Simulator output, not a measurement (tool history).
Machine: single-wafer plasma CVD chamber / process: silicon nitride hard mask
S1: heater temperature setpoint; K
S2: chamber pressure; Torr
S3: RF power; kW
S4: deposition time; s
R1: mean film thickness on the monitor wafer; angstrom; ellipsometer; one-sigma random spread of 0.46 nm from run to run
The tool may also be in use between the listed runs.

run  hour      S1    S2     S3    S4      R1
  1     0  668.15  1.51   0.31  54.5  683.61
  2     2  668.15  1.64  0.315  54.5  701.39
  3   9.7  668.15  1.84  0.315  54.5  725.42
  4  13.9  668.15  1.94  0.315  54.5  732.41
  5  21.3  672.15  1.94  0.315  54.5  724.37
  6  30.1  672.15  1.94  0.315  54.5  734.69

Run 7 has not been measured yet. What should we expect?
  7  36.7  672.15  1.97  0.32  54.6   ?

Run 7 measured R1 738.79 angstrom.
